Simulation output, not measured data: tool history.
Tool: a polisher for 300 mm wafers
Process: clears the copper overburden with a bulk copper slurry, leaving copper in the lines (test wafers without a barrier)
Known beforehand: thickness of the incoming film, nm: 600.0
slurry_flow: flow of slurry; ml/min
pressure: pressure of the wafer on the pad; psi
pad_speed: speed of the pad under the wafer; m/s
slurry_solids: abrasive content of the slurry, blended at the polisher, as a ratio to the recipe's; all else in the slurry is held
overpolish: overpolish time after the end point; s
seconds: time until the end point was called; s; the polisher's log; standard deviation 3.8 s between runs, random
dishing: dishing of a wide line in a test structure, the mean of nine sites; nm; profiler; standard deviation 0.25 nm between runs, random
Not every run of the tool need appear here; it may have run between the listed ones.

| run | hour | slurry_flow | pressure | pad_speed | slurry_solids | overpolish | seconds | dishing |
|---|---|---|---|---|---|---|---|---|
| 1 | 0 | 165 | 2.3 | 0.9 | 1 | 9 | 85.47 | 33.56 |
| 2 | 2.1 | 165 | 2.7 | 0.9 | 1 | 9 | 73.823 | 34.328 |
| 3 | 9.6 | 165 | 2.7 | 0.7 | 1 | 9 | 93.759 | 31.413 |
| 4 | 11.6 | 165 | 2.9 | 0.7 | 1 | 9 | 87.051 | 31.789 |
| 5 | 18.2 | 160 | 2.5 | 0.64 | 0.95 | 8 | 113.21 | 25.547 |
| 6 | 20.1 | 160 | 2.5 | 0.82 | 0.95 | 8 | 87.663 | 30.189 |
| 7 | 22.8 | 160 | 2.2 | 0.74 | 0.95 | 7 | 112.55 | 23.806 |

Estimate the outcome of run 8 from the log above:
| 8 | 28.9 | 150 | 1.6 | 0.54 | 0.9 | 9 | ? | ? |

{"run 8": {"seconds": 205.48, "dishing": 18.301}}

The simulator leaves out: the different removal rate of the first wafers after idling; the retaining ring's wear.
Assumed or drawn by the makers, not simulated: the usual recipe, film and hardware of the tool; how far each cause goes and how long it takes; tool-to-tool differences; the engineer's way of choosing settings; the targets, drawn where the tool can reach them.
